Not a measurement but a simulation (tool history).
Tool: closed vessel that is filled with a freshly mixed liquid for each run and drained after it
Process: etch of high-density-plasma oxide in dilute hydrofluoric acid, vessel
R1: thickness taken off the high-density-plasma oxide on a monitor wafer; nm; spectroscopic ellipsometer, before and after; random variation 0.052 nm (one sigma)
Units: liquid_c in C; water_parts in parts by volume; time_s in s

{"run": 1, "hour": 0.0, "liquid_c": 22.0, "water_parts": 120, "time_s": 275, "R1": 17.433}
{"run": 2, "hour": 3.4, "liquid_c": 21.0, "water_parts": 130, "time_s": 275, "R1": 15.162}
{"run": 3, "hour": 11.8, "liquid_c": 20.0, "water_parts": 140, "time_s": 275, "R1": 13.506}
{"run": 4, "hour": 14.9, "liquid_c": 19.5, "water_parts": 145, "time_s": 275, "R1": 12.703}
{"run": 5, "hour": 23.5, "liquid_c": 19.0, "water_parts": 150, "time_s": 275, "R1": 11.875}
{"run": 6, "hour": 25.0, "liquid_c": 19.0, "water_parts": 105, "time_s": 275, "R1": 17.867}
{"run": 7, "hour": 31.3, "liquid_c": 18.5, "water_parts": 120, "time_s": 275, "R1": 14.958}
{"hour": 36.5, "done": "thermometer replaced"}
{"run": 8, "hour": 36.5, "liquid_c": 18.0, "water_parts": 130, "time_s": 275, "R1": 12.63}

The next listed run, before its measurement:
{"run": 9, "hour": 45.5, "liquid_c": 18.0, "water_parts": 135, "time_s": 275, "R1": "?"}

R1: 12.052 nm
